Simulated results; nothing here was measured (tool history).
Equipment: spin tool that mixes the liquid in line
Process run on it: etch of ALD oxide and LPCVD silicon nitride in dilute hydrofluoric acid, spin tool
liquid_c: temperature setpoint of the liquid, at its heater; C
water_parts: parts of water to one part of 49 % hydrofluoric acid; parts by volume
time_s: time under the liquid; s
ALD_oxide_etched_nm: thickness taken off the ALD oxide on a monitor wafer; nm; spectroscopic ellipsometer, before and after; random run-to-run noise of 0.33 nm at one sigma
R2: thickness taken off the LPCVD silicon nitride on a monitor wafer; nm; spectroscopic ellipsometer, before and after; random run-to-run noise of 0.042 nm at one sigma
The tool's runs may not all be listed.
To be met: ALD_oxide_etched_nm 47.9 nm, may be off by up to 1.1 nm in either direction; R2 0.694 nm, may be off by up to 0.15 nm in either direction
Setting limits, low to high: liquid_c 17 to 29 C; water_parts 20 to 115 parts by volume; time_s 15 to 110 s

Run 1, hour 0: liquid_c 21 C, water_parts 65 parts by volume, time_s 55 s. Result: ALD_oxide_etched_nm 24.555 nm, R2 0.36167 nm.
Run 2, hour 7.7: liquid_c 21 C, water_parts 45 parts by volume, time_s 55 s. Result: ALD_oxide_etched_nm 35.933 nm, R2 0.47279 nm.
Run 3, hour 12.4: liquid_c 22 C, water_parts 45 parts by volume, time_s 55 s. Result: ALD_oxide_etched_nm 38.122 nm, R2 0.53916 nm.
Run 4, hour 16.3: liquid_c 22 C, water_parts 45 parts by volume, time_s 80 s. Result: ALD_oxide_etched_nm 54.166 nm, R2 0.79288 nm.
Run 5, hour 23.2: liquid_c 21.5 C, water_parts 45 parts by volume, time_s 80 s. Result: ALD_oxide_etched_nm 53.475 nm, R2 0.82398 nm.
Run 6, hour 25.3: liquid_c 21.5 C, water_parts 60 parts by volume, time_s 80 s. Result: ALD_oxide_etched_nm 39.85 nm, R2 0.5326 nm.
Run 7, hour 33.7: liquid_c 25.5 C, water_parts 60 parts by volume, time_s 80 s. Result: ALD_oxide_etched_nm 46.634 nm, R2 0.81039 nm.
Run 8, hour 40.6: liquid_c 25 C, water_parts 60 parts by volume, time_s 80 s. Result: ALD_oxide_etched_nm 45.64 nm, R2 0.68835 nm.
Run 9, hour 41.8: liquid_c 25.5 C, water_parts 60 parts by volume, time_s 80 s. Result: ALD_oxide_etched_nm 47.084 nm, R2 0.74056 nm.

Which of these 4 next moves meets every target?
Run A, hour 43: liquid_c 23.5 C, water_parts 60 parts by volume, time_s 85 s. Result: ALD_oxide_etched_nm ?, R2 ?.
Run B, hour 43: liquid_c 22.5 C, water_parts 55 parts by volume, time_s 85 s. Result: ALD_oxide_etched_nm ?, R2 ?.
Run C, hour 43: liquid_c 26.5 C, water_parts 70 parts by volume, time_s 90 s. Result: ALD_oxide_etched_nm ?, R2 ?.
Run D, hour 43: liquid_c 27.5 C, water_parts 65 parts by volume, time_s 80 s. Result: ALD_oxide_etched_nm ?, R2 ?.

move  ALD_oxide_etched_nm       R2
   A               45.577  0.73672
   B               48.018  0.74972
   C               46.068  0.81802
   D                 46.2  0.83532
A: misses by more than the last run did
B: every result lands within tolerance
C: misses by more than the last run did
D: misses by more than the last run did
Correct choice: B, which meets every target
